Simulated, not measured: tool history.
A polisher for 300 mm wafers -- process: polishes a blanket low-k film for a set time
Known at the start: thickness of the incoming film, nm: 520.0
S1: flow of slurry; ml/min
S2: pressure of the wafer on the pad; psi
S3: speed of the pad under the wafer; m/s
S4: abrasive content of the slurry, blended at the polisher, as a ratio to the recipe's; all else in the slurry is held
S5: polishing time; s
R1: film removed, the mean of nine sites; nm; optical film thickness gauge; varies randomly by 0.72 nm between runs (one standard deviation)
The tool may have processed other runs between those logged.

run,hour,S1,S2,S3,S4,S5,R1
1,0,260,2.5,1.18,1,56,36.367
2,5.4,260,2.5,1.18,1,51,33.454
3,12.8,260,2.7,1.18,1,51,37.222
4,21.4,260,2.7,1.18,0.85,51,35.262
5,27.4,260,2.7,1.18,0.85,56,37.744
6,30.4,260,2.9,1.18,0.85,56,41.181
7,33.7,260,3,1.18,0.85,56,42.627

What does the tool deliver on the next run?
8,36.2,260,3.1,1.18,0.85,56,?

R1: 43.038 nm
